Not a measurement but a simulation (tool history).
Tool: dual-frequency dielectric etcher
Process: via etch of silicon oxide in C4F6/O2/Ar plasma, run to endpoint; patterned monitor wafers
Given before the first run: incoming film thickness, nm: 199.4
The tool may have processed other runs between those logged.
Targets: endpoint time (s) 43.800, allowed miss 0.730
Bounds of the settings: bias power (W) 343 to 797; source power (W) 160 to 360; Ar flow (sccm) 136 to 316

run 1 day=0.000 | bias_power_(W)=570 source_power_(W)=260 Ar_flow_(sccm)=226 | endpoint_time_(s)=48.993
run 2 day=0.342 | bias_power_(W)=651 source_power_(W)=260 Ar_flow_(sccm)=226 | endpoint_time_(s)=45.394
run 3 day=0.517 | bias_power_(W)=651 source_power_(W)=240 Ar_flow_(sccm)=226 | endpoint_time_(s)=46.266
run 4 day=0.546 | bias_power_(W)=596 source_power_(W)=240 Ar_flow_(sccm)=226 | endpoint_time_(s)=48.813
run 5 day=0.658 | bias_power_(W)=596 source_power_(W)=280 Ar_flow_(sccm)=226 | endpoint_time_(s)=46.803
run 6 day=0.908 | bias_power_(W)=596 source_power_(W)=240 Ar_flow_(sccm)=226 | endpoint_time_(s)=48.555
run 7 day=1.183 | bias_power_(W)=615 source_power_(W)=240 Ar_flow_(sccm)=226 | endpoint_time_(s)=47.698
-- day=1.388 bias power generator calibrated
run 8 day=1.388 | bias_power_(W)=630 source_power_(W)=240 Ar_flow_(sccm)=226 | endpoint_time_(s)=46.471
run 9 day=1.700 | bias_power_(W)=639 source_power_(W)=240 Ar_flow_(sccm)=226 | endpoint_time_(s)=46.374
run 10 day=1.925 | bias_power_(W)=648 source_power_(W)=240 Ar_flow_(sccm)=226 | endpoint_time_(s)=45.435
run 11 day=1.971 | bias_power_(W)=653 source_power_(W)=240 Ar_flow_(sccm)=226 | endpoint_time_(s)=45.357

5 next moves are on the table. One of them brings every result within its allowed miss. Which?
run A day=2.017 | bias_power_(W)=589 source_power_(W)=250 Ar_flow_(sccm)=212 | endpoint_time_(s)=?
run B day=2.017 | bias_power_(W)=774 source_power_(W)=230 Ar_flow_(sccm)=239 | endpoint_time_(s)=?
run C day=2.017 | bias_power_(W)=657 source_power_(W)=260 Ar_flow_(sccm)=218 | endpoint_time_(s)=?
run D day=2.017 | bias_power_(W)=648 source_power_(W)=240 Ar_flow_(sccm)=227 | endpoint_time_(s)=?
run E day=2.017 | bias_power_(W)=677 source_power_(W)=220 Ar_flow_(sccm)=216 | endpoint_time_(s)=?

move=A endpoint_time_(s)=46.936
move=B endpoint_time_(s)=42.599
move=C endpoint_time_(s)=44.131
move=D endpoint_time_(s)=45.663
move=E endpoint_time_(s)=45.432
A: misses by more than the last run did
B: takes the result that was furthest off past its target
C: hits every target within its allowed miss
D: misses by more than the last run did
E: about the same distance from the targets as the last run
So the answer is move C, the one that meets all the targets.
